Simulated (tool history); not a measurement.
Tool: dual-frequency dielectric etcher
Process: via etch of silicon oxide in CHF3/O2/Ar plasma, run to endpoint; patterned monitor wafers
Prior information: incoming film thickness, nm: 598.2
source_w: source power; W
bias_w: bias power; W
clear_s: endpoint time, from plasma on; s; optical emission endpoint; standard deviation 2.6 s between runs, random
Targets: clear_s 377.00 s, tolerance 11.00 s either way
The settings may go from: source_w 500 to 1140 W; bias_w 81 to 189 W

run  hour  source_w  bias_w  clear_s
  1   0.0       820     135   311.08
  2   1.5       920     135   301.97
  3   8.4       820     119   318.58
  4  14.0       820     139   311.26
  5  22.4       820     153   311.91
  6  24.6       700     153   326.41
  7  33.2       640     133   352.29
  8  34.2       610     131   356.40

Which single option among these 4 for the next run brings every result within its allowed miss of target? Just one does.
  A  35.2       700     129        ?
  B  35.2       630     130        ?
  C  35.2       540     139        ?
  D  35.2       690     114        ?

move  clear_s
   A   339.83
   B   354.43
   C   372.20
   D   351.14
A: lands further from the targets than the last run did
B: lands further from the targets than the last run did
C: every result within its allowed miss
D: lands further from the targets than the last run did
C meets every target.
